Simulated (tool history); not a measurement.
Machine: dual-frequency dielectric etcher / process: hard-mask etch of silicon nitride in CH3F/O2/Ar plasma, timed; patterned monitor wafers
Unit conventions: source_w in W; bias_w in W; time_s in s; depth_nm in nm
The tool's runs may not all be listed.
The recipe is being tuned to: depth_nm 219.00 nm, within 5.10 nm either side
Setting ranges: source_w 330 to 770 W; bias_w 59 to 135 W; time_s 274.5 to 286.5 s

Run 1, hour 0.0: source_w 550 W, bias_w 97 W, time_s 274.5 s. Result: depth_nm 247.85 nm.
Run 2, hour 6.8: source_w 520 W, bias_w 95 W, time_s 274.5 s. Result: depth_nm 244.96 nm.
Run 3, hour 8.1: source_w 520 W, bias_w 95 W, time_s 274.5 s. Result: depth_nm 241.26 nm.
Run 4, hour 10.7: source_w 490 W, bias_w 94 W, time_s 274.5 s. Result: depth_nm 235.24 nm.
Run 5, hour 15.5: source_w 470 W, bias_w 93 W, time_s 274.5 s. Result: depth_nm 233.68 nm.
Run 6, hour 22.2: source_w 470 W, bias_w 100 W, time_s 274.5 s. Result: depth_nm 239.49 nm.
Run 7, hour 25.8: source_w 440 W, bias_w 99 W, time_s 274.5 s. Result: depth_nm 236.83 nm.
Run 8, hour 34.5: source_w 420 W, bias_w 97 W, time_s 274.5 s. Result: depth_nm 230.75 nm.
Run 9, hour 42.7: source_w 400 W, bias_w 96 W, time_s 274.5 s. Result: depth_nm 230.36 nm.
Run 10, hour 47.8: source_w 340 W, bias_w 87 W, time_s 274.5 s. Result: depth_nm 209.56 nm.
Run 11, hour 50.5: source_w 340 W, bias_w 87 W, time_s 274.5 s. Result: depth_nm 207.16 nm.
Run 12, hour 57.6: source_w 350 W, bias_w 88 W, time_s 274.5 s. Result: depth_nm 212.38 nm.
Run 13, hour 61.0: source_w 360 W, bias_w 88 W, time_s 274.5 s. Result: depth_nm 213.81 nm.

Exercise: of the 4 proposed moves below, exactly one satisfies all targets within the stated allowed misses. Which move is it?
Run A, hour 64.4: source_w 330 W, bias_w 74 W, time_s 286.5 s. Result: depth_nm ?.
Run B, hour 64.4: source_w 330 W, bias_w 94 W, time_s 278.0 s. Result: depth_nm ?.
Run C, hour 64.4: source_w 400 W, bias_w 96 W, time_s 277.5 s. Result: depth_nm ?.
Run D, hour 64.4: source_w 360 W, bias_w 76 W, time_s 286.5 s. Result: depth_nm ?.

move  depth_nm
   A    205.33
   B    219.73
   C    231.55
   D    211.87
A: misses by more than the last run did
B: every result within its allowed miss
C: moves the result that the last run missed by most past its target, out the other side
D: misses by more than the last run did
Answer: B
